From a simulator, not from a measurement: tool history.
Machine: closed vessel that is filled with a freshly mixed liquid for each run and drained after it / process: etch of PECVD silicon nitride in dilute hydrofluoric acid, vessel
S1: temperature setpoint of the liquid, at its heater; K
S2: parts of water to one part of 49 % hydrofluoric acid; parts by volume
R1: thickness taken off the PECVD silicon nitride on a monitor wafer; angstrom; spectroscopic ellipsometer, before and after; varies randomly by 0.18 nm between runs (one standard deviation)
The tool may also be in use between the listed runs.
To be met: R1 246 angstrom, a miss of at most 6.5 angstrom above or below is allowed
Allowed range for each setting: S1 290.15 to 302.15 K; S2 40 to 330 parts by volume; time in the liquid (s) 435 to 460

Run 1, hour 0: S1 294.15 K, S2 185 parts by volume, time in the liquid (s) 435. Result: R1 87.283 angstrom.
Run 2, hour 2.7: S1 294.15 K, S2 185 parts by volume, time in the liquid (s) 435. Result: R1 89.534 angstrom.
Run 3, hour 11.2: S1 294.15 K, S2 185 parts by volume, time in the liquid (s) 460. Result: R1 93.057 angstrom.
Run 4, hour 13.1: S1 294.15 K, S2 185 parts by volume, time in the liquid (s) 435. Result: R1 87.407 angstrom.
Run 5, hour 19.6: S1 294.15 K, S2 210 parts by volume, time in the liquid (s) 435. Result: R1 79.016 angstrom.
Run 6, hour 23.1: S1 294.15 K, S2 210 parts by volume, time in the liquid (s) 460. Result: R1 82.923 angstrom.
Run 7, hour 28.3: S1 295.15 K, S2 200 parts by volume, time in the liquid (s) 460. Result: R1 92.081 angstrom.
Run 8, hour 31.3: S1 299.15 K, S2 130 parts by volume, time in the liquid (s) 460. Result: R1 182.94 angstrom.
Run 9, hour 38.8: S1 299.65 K, S2 130 parts by volume, time in the liquid (s) 460. Result: R1 189.06 angstrom.
Run 10, hour 44: S1 300.15 K, S2 130 parts by volume, time in the liquid (s) 460. Result: R1 195.25 angstrom.
Run 11, hour 50.5: S1 301.15 K, S2 120 parts by volume, time in the liquid (s) 460. Result: R1 222.72 angstrom.

Consider the 5 candidate settings below. Which is the only one whose results all fall within their allowed miss of target?
Run A, hour 57: S1 302.15 K, S2 140 parts by volume, time in the liquid (s) 460. Result: R1 ?.
Run B, hour 57: S1 301.15 K, S2 125 parts by volume, time in the liquid (s) 435. Result: R1 ?.
Run C, hour 57: S1 299.15 K, S2 90 parts by volume, time in the liquid (s) 435. Result: R1 ?.
Run D, hour 57: S1 298.15 K, S2 105 parts by volume, time in the liquid (s) 460. Result: R1 ?.
Run E, hour 57: S1 301.65 K, S2 120 parts by volume, time in the liquid (s) 455. Result: R1 ?.

move      R1
   A  203.99
   B  203.09
   C  247.89
   D  210.79
   E  228.38
A: its largest miss is bigger than the last run's
B: its largest miss is bigger than the last run's
C: every result within its allowed miss
D: its largest miss is bigger than the last run's
E: nearer than the last run, and not there yet
Go with C: it meets all targets.
